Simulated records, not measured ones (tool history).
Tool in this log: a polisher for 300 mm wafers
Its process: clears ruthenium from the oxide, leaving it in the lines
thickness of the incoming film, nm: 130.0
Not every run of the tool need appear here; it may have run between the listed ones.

| run | hour | flow of slurry (ml/min) | pressure of the wafer on the pad (psi) | speed of the pad under the wafer (cm/s) | overpolish time after the end point (s) | time until the end point was called (s) |
|---|---|---|---|---|---|---|
| 1 | 0 | 170 | 1.4 | 128 | 11 | 145.63 |
| 2 | 2.5 | 185 | 1.4 | 128 | 11 | 143.81 |
| 3 | 10.1 | 185 | 1.4 | 128 | 9 | 143.41 |
| 4 | 11.2 | 200 | 1.4 | 128 | 9 | 141.87 |
| 5 | 12.9 | 220 | 1.4 | 128 | 9 | 141.08 |
| 6 | 21.1 | 220 | 1.1 | 128 | 9 | 164.57 |
| 7 | 28.3 | 215 | 1 | 120 | 9 | 188.6 |

Predict the results of run 8:
| 8 | 34.9 | 210 | 0.9 | 116 | 9 | ? |

time until the end point was called (s): 212.58
